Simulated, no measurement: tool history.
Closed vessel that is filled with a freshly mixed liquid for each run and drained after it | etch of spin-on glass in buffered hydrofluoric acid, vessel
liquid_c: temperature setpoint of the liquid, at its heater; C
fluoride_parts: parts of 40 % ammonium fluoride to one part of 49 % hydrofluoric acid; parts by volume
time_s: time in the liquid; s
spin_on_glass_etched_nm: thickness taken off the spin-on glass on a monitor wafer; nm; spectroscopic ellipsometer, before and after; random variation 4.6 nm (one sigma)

run	hour	liquid_c	fluoride_parts	time_s	spin_on_glass_etched_nm
1	0.0	22	16.0	90	307.04
2	5.5	22	12.0	90	399.19
3	7.3	22	14.5	90	333.58
4	8.2	22	14.5	90	337.15
5	15.5	24	14.5	90	370.78
6	19.8	24	14.5	95	398.10
7	23.9	26	13.5	95	469.96
8	28.9	27	13.0	95	523.30

Run 9 comes next. What will it give?
9	34.0	30	13.0	95	?

spin_on_glass_etched_nm: 613.33 nm
